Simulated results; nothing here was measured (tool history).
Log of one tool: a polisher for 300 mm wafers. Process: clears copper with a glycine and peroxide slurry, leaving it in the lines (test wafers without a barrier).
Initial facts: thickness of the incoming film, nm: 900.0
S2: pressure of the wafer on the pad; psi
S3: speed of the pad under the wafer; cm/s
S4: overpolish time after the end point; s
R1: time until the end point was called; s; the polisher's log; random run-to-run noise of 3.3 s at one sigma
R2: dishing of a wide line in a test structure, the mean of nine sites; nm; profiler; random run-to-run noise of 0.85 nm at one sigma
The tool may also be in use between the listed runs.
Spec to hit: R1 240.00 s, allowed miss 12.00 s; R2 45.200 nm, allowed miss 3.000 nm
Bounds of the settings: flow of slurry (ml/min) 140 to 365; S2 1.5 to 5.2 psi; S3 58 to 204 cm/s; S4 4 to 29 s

Run 1, hour 0.0: flow of slurry (ml/min) 235, S2 3.3 psi, S3 130 cm/s, S4 15 s. Result: R1 134.29 s, R2 66.962 nm.
Run 2, hour 2.5: flow of slurry (ml/min) 200, S2 3.3 psi, S3 130 cm/s, S4 15 s. Result: R1 135.71 s, R2 65.694 nm.
Run 3, hour 6.7: flow of slurry (ml/min) 250, S2 3.3 psi, S3 130 cm/s, S4 15 s. Result: R1 129.70 s, R2 68.252 nm.
Run 4, hour 10.6: flow of slurry (ml/min) 205, S2 3.3 psi, S3 130 cm/s, S4 15 s. Result: R1 135.84 s, R2 68.678 nm.
Run 5, hour 15.5: flow of slurry (ml/min) 205, S2 3.0 psi, S3 128 cm/s, S4 15 s. Result: R1 149.90 s, R2 60.754 nm.
Run 6, hour 22.5: flow of slurry (ml/min) 205, S2 3.0 psi, S3 128 cm/s, S4 11 s. Result: R1 149.83 s, R2 51.435 nm.
Run 7, hour 30.7: flow of slurry (ml/min) 205, S2 2.7 psi, S3 126 cm/s, S4 12 s. Result: R1 157.80 s, R2 49.593 nm.
Run 8, hour 38.1: flow of slurry (ml/min) 200, S2 2.5 psi, S3 122 cm/s, S4 13 s. Result: R1 172.27 s, R2 48.783 nm.
Run 9, hour 45.6: flow of slurry (ml/min) 195, S2 1.5 psi, S3 112 cm/s, S4 17 s. Result: R1 255.72 s, R2 44.279 nm.

Below are 5 possible settings for the next run. Only one of them brings all results inside the allowed miss of their targets. Which is it?
Run A, hour 53.1: flow of slurry (ml/min) 235, S2 1.9 psi, S3 120 cm/s, S4 17 s. Result: R1 ?, R2 ?.
Run B, hour 53.1: flow of slurry (ml/min) 140, S2 2.1 psi, S3 98 cm/s, S4 16 s. Result: R1 ?, R2 ?.
Run C, hour 53.1: flow of slurry (ml/min) 175, S2 1.7 psi, S3 128 cm/s, S4 15 s. Result: R1 ?, R2 ?.
Run D, hour 53.1: flow of slurry (ml/min) 220, S2 1.6 psi, S3 116 cm/s, S4 19 s. Result: R1 ?, R2 ?.
Run E, hour 53.1: flow of slurry (ml/min) 275, S2 1.5 psi, S3 112 cm/s, S4 20 s. Result: R1 ?, R2 ?.

move      R1      R2
   A  207.66  53.247
   B  241.94  45.474
   C  218.76  46.153
   D  236.97  52.152
   E  246.25  52.615
A: moves the result that the last run missed by most past its target, out the other side
B: in spec on every target
C: moves the result that the last run missed by most past its target, out the other side
D: brings the last run's worst result on target, with another outside its allowed miss
E: brings the last run's worst result on target, with another outside its allowed miss
The move that meets every target is B.
